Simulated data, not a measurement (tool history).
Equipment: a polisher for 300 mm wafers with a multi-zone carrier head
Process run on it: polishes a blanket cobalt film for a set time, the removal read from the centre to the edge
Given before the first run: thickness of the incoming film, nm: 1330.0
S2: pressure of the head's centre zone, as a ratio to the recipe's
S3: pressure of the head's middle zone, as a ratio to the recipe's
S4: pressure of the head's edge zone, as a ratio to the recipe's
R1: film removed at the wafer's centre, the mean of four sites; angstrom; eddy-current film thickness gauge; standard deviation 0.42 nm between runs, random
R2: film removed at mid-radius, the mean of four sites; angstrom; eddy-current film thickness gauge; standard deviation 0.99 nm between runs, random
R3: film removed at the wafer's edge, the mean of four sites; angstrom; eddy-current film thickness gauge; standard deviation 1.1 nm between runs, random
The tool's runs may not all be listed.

Run 1, hour 0: flow of slurry (ml/min) 160, S2 1, S3 1, S4 1, polishing time (s) 34. Result: R1 973.71 angstrom, R2 980.85 angstrom, R3 943.49 angstrom.
Run 2, hour 2.8: flow of slurry (ml/min) 180, S2 1, S3 1, S4 1, polishing time (s) 34. Result: R1 1001.1 angstrom, R2 1013.6 angstrom, R3 956.15 angstrom.
Run 3, hour 6.2: flow of slurry (ml/min) 180, S2 1, S3 1, S4 1.06, polishing time (s) 34. Result: R1 1002.9 angstrom, R2 1003.6 angstrom, R3 1007.1 angstrom.
Run 4, hour 9.9: flow of slurry (ml/min) 160, S2 0.96, S3 0.95, S4 1.02, polishing time (s) 32. Result: R1 883.2 angstrom, R2 868.21 angstrom, R3 921.71 angstrom.
Run 5, hour 11.8: flow of slurry (ml/min) 150, S2 0.93, S3 0.93, S4 0.97, polishing time (s) 31. Result: R1 816.6 angstrom, R2 804.34 angstrom, R3 857.99 angstrom.
Run 6, hour 14.8: flow of slurry (ml/min) 165, S2 0.93, S3 0.93, S4 0.97, polishing time (s) 31. Result: R1 839.23 angstrom, R2 830.52 angstrom, R3 867.36 angstrom.

Predict the results of run 7:
Run 7, hour 21: flow of slurry (ml/min) 150, S2 0.9, S3 0.91, S4 0.93, polishing time (s) 30. Result: R1 ?, R2 ?, R3 ?.

{"run 7": {"R1": 773.94, "R2": 787.4, "R3": 780.04}}
